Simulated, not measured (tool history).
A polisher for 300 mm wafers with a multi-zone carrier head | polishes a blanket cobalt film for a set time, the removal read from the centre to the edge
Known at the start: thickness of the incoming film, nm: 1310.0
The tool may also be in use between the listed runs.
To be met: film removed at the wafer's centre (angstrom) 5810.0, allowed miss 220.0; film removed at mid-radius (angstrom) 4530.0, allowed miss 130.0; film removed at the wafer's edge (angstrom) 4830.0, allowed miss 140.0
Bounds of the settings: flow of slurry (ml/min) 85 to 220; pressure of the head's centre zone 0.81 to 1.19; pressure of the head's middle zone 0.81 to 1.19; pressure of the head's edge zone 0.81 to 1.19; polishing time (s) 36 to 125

run	day	flow of slurry (ml/min)	pressure of the head's centre zone	pressure of the head's middle zone	pressure of the head's edge zone	polishing time (s)	film removed at the wafer's centre (angstrom)	film removed at mid-radius (angstrom)	film removed at the wafer's edge (angstrom)
1	0.000	140	1.00	1.00	1.00	80	3833.8	3894.9	3728.8
2	0.288	120	1.00	1.00	1.00	80	3759.1	3767.3	3704.2
3	0.629	120	1.00	0.95	1.00	80	3794.4	3611.4	3703.7
4	0.721	120	1.00	0.89	1.00	80	3709.7	3433.4	3690.1
5	1.050	120	0.94	0.89	1.00	80	3475.2	3421.1	3704.1
6	1.233	135	1.02	0.90	1.04	84	4143.1	3791.9	4025.0
7	1.392	150	1.07	0.89	1.08	86	4600.4	3851.1	4357.2
8	1.562	150	1.07	0.89	1.08	86	4631.9	3890.3	4273.2
9	1.808	165	1.10	0.91	1.11	87	4922.6	4080.8	4432.8

Which of these 4 next moves meets every target?
A	2.054	160	0.98	0.93	1.19	87	?	?	?
B	2.054	150	0.93	0.95	1.12	91	?	?	?
C	2.054	190	0.91	0.95	1.08	89	?	?	?
D	2.054	170	1.17	0.92	1.06	96	?	?	?

move	film removed at the wafer's centre (angstrom)	film removed at mid-radius (angstrom)	film removed at the wafer's edge (angstrom)
A	4271.8	4103.5	4584.2
B	4178.2	4309.6	4607.0
C	4194.4	4399.1	4565.1
D	5705.9	4537.3	4815.2
A: further off than the last run
B: further off than the last run
C: further off than the last run
D: meets every target
Move D is the one to make.
